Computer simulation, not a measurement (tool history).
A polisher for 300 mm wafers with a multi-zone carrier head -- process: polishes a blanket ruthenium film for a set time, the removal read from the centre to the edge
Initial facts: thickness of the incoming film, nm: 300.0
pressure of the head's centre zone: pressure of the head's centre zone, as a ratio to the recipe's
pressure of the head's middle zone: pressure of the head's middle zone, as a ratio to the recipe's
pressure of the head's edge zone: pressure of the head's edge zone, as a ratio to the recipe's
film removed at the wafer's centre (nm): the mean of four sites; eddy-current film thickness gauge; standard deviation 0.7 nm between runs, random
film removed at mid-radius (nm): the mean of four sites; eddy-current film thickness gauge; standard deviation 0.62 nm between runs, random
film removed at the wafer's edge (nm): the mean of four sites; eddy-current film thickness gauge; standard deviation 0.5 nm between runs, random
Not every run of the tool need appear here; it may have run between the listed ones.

run  hour  flow of slurry (ml/min)  pressure of the head's centre zone  pressure of the head's middle zone  pressure of the head's edge zone  polishing time (s)  film removed at the wafer's centre (nm)  film removed at mid-radius (nm)  film removed at the wafer's edge (nm)
  1   0.0                      180                                1.00                                1.00                              1.00                  69                                   82.435                           78.054                                 80.282
  2   6.6                      180                                1.00                                0.95                              1.00                  69                                   79.123                           76.248                                 78.658
  3  10.8                      210                                1.00                                0.95                              1.00                  69                                   84.633                           78.731                                 81.307
  4  17.3                      200                                0.99                                0.96                              0.94                  62                                   73.324                           70.188                                 70.906
  5  24.6                      190                                1.00                                0.98                              0.90                  57                                   69.752                           64.628                                 62.666
  6  33.0                      190                                1.00                                1.03                              0.90                  57                                   68.443                           68.561                                 62.541
  7  38.5                      175                                0.99                                1.01                              0.87                  55                                   63.546                           64.108                                 58.859
  8  39.8                      160                                0.99                                0.99                              0.85                  54                                   62.198                           61.270                                 56.976

Run 9, settings as shown, results not yet in. Your forecast:
  9  40.7                      150                                0.99                                0.98                              0.84                  53                                        ?                                ?                                      ?

Logged for run 9: film removed at the wafer's centre (nm) 59.657, film removed at mid-radius (nm) 58.528, film removed at the wafer's edge (nm) 54.852.

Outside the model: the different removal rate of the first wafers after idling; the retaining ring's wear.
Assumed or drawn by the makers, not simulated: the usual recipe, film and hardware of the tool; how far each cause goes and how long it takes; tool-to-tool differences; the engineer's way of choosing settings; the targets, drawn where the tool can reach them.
